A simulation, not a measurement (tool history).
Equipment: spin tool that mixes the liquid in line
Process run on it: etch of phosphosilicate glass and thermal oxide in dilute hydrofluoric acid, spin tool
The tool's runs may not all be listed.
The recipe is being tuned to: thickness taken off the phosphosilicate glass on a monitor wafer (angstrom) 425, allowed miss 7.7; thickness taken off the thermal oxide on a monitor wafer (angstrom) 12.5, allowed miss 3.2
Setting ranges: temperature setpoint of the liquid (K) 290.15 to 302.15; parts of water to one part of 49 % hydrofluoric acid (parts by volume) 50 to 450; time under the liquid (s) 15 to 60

run  hour  temperature setpoint of the liquid (K)  parts of water to one part of 49 % hydrofluoric acid (parts by volume)  time under the liquid (s)  thickness taken off the phosphosilicate glass on a monitor wafer (angstrom)  thickness taken off the thermal oxide on a monitor wafer (angstrom)
  1     0                                  294.15                                                                     250                         30                                                                       154.93                                                               4.3665
  2   7.8                                  295.15                                                                     230                         30                                                                       178.61                                                               5.8467
  3  13.6                                  295.15                                                                     280                         30                                                                       140.14                                                               4.0786
  4  18.9                                  292.15                                                                     280                         30                                                                       124.92                                                               3.8203
  5  22.3                                  293.65                                                                     255                         30                                                                       150.01                                                               4.7406
  6  27.4                                  294.65                                                                     235                         30                                                                       171.78                                                               4.9077
  7  29.3                                  295.65                                                                     215                         30                                                                       198.04                                                               5.2942
  8    32                                  296.15                                                                     200                         30                                                                       222.11                                                               6.0877
  9    38                                  296.15                                                                     200                         30                                                                       220.44                                                               6.8536
 10  39.9                                  300.15                                                                     100                         30                                                                       582.36                                                               17.422
 11  42.7                                  299.65                                                                     100                         30                                                                       566.28                                                               15.335
 12  46.3                                  299.65                                                                     100                         30                                                                       563.56                                                                16.99
 13  54.6                                  299.15                                                                     100                         30                                                                       552.63                                                               17.428
 14  62.8                                  298.65                                                                     100                         30                                                                       543.28                                                               14.557
 15  64.7                                  298.15                                                                     100                         30                                                                        535.2                                                               15.262
 16  72.2                                  297.15                                                                     100                         30                                                                       514.95                                                               15.791
 17  77.7                                  296.65                                                                     100                         30                                                                       504.54                                                               14.865
 18  84.1                                  292.65                                                                     105                         30                                                                       405.14                                                               13.137

Next run, 5 choices. One meets every target within its allowed miss, the rest don't. Which?
  A  90.5                                  301.65                                                                     150                         35                                                                            ?                                                                    ?
  B  90.5                                  290.15                                                                      95                         30                                                                            ?                                                                    ?
  C  90.5                                  294.15                                                                     115                         30                                                                            ?                                                                    ?
  D  90.5                                  293.65                                                                     100                         30                                                                            ?                                                                    ?
  E  90.5                                  290.15                                                                     105                         35                                                                            ?                                                                    ?

move  thickness taken off the phosphosilicate glass on a monitor wafer (angstrom)  thickness taken off the thermal oxide on a monitor wafer (angstrom)
   A                                                                       443.79                                                               13.095
   B                                                                       406.66                                                               11.999
   C                                                                       387.81                                                               11.443
   D                                                                       444.45                                                               13.115
   E                                                                       424.81                                                               12.535
A: takes the biggest miss from the last run beyond its target
B: an improvement on the last run, though not all results are within tolerance
C: the biggest miss grows against the last run
D: takes the biggest miss from the last run beyond its target
E: all results in spec
E meets every target.

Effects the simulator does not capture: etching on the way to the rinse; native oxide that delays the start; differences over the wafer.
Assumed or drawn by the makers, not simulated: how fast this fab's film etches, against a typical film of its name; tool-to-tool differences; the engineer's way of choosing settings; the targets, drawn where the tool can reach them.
